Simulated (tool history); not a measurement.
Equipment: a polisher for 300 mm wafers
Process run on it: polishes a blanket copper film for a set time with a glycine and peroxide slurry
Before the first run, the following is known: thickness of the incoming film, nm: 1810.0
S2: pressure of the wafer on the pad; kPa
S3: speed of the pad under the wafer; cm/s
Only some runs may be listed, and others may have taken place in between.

Run 1, hour 0: flow of slurry (ml/min) 130, S2 12.4 kPa, S3 80 cm/s, polishing time (s) 31. Result: film removed (Å) 772.57.
Run 2, hour 6: flow of slurry (ml/min) 130, S2 11.7 kPa, S3 80 cm/s, polishing time (s) 31. Result: film removed (Å) 737.91.
Run 3, hour 14.8: flow of slurry (ml/min) 130, S2 11 kPa, S3 80 cm/s, polishing time (s) 31. Result: film removed (Å) 727.27.
Run 4, hour 17.3: flow of slurry (ml/min) 130, S2 11 kPa, S3 68 cm/s, polishing time (s) 31. Result: film removed (Å) 664.52.
Run 5, hour 23: flow of slurry (ml/min) 130, S2 11 kPa, S3 76 cm/s, polishing time (s) 31. Result: film removed (Å) 705.03.
Run 6, hour 31.3: flow of slurry (ml/min) 130, S2 12.4 kPa, S3 76 cm/s, polishing time (s) 31. Result: film removed (Å) 761.17.
Run 7, hour 40.1: flow of slurry (ml/min) 130, S2 11.7 kPa, S3 76 cm/s, polishing time (s) 31. Result: film removed (Å) 722.02.
Run 8, hour 44.9: flow of slurry (ml/min) 130, S2 11 kPa, S3 76 cm/s, polishing time (s) 31. Result: film removed (Å) 717.71.

Predict the results of run 9:
Run 9, hour 46.9: flow of slurry (ml/min) 130, S2 10.3 kPa, S3 74 cm/s, polishing time (s) 31. Result: film removed (Å) ?.

film removed (Å): 667.58

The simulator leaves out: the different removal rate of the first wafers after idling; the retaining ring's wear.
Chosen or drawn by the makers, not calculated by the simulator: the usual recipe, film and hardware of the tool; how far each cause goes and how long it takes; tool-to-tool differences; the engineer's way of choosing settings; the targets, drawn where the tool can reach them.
